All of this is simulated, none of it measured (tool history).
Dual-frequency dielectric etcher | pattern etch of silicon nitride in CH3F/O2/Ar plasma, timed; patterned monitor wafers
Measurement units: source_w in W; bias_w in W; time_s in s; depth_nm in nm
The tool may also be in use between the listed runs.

run  hour  source_w  bias_w  time_s  depth_nm
  1     0       420      69      40    27.839
  2   3.7       400      69      40    27.337
  3   9.9       400      81      40    29.375
  4  12.1       350      81      40     28.43
  5    21       340      79      40    28.091
  6  29.9       330      77      40    27.396
  7  34.5       320      75      40    26.672
  8  36.5       310      74      40    26.257
  9  40.1       300      73      40    25.926
 10  44.3       300      72      40    25.489

What will run 11 give?
 11  50.8       280      71      40         ?

For run 11 the tool returned depth_nm 25.186 nm.
